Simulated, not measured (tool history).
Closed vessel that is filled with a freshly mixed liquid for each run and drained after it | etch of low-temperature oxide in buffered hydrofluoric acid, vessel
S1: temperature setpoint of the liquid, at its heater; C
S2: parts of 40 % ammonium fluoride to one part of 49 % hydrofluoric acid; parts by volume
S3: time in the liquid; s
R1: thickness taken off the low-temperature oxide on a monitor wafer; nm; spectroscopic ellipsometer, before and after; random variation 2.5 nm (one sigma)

Run 1, hour 0.0: S1 23.0 C, S2 13.5 parts by volume, S3 105 s. Result: R1 338.57 nm.
Run 2, hour 0.9: S1 26.0 C, S2 13.5 parts by volume, S3 105 s. Result: R1 402.13 nm.
Run 3, hour 8.9: S1 26.0 C, S2 13.5 parts by volume, S3 110 s. Result: R1 428.54 nm.
Run 4, hour 13.8: S1 24.0 C, S2 13.5 parts by volume, S3 110 s. Result: R1 379.94 nm.
Run 5, hour 17.1: S1 26.0 C, S2 13.5 parts by volume, S3 110 s. Result: R1 420.25 nm.
Run 6, hour 20.4: S1 24.5 C, S2 13.5 parts by volume, S3 110 s. Result: R1 388.94 nm.
Run 7, hour 28.3: S1 23.5 C, S2 13.5 parts by volume, S3 110 s. Result: R1 369.88 nm.
Run 8, hour 32.9: S1 22.5 C, S2 13.5 parts by volume, S3 110 s. Result: R1 351.43 nm.
Run 9, hour 39.0: S1 22.0 C, S2 13.5 parts by volume, S3 110 s. Result: R1 341.68 nm.
Run 10, hour 44.4: S1 21.5 C, S2 13.5 parts by volume, S3 110 s. Result: R1 335.33 nm.

The next listed run, before its measurement:
Run 11, hour 46.7: S1 21.0 C, S2 13.5 parts by volume, S3 110 s. Result: R1 ?.

R1: 323.15 nm

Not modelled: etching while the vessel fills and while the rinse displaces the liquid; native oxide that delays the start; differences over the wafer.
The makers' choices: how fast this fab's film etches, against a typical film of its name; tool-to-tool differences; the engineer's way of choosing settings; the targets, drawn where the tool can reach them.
